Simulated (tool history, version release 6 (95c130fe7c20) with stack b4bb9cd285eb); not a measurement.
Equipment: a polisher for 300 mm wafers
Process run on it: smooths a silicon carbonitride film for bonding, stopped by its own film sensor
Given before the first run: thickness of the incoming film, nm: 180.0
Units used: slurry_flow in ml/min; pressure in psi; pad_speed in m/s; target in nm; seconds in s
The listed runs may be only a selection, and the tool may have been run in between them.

run,hour,slurry_flow,pressure,pad_speed,slurry_solids,target,seconds
1,0.0,190,1.9,0.84,1.0,148,151.28
2,3.1,190,1.9,0.66,1.0,148,196.18
3,7.3,190,1.9,0.80,1.0,148,161.34
4,12.2,190,2.0,0.80,1.0,148,154.21
5,13.3,190,2.0,0.70,1.0,148,174.21
6,18.2,150,2.0,0.70,1.0,148,180.76

Run 7 comes next. What will it give?
7,25.3,150,2.1,0.70,1.0,148,?

For run 7 the tool returned seconds 173.52 s.
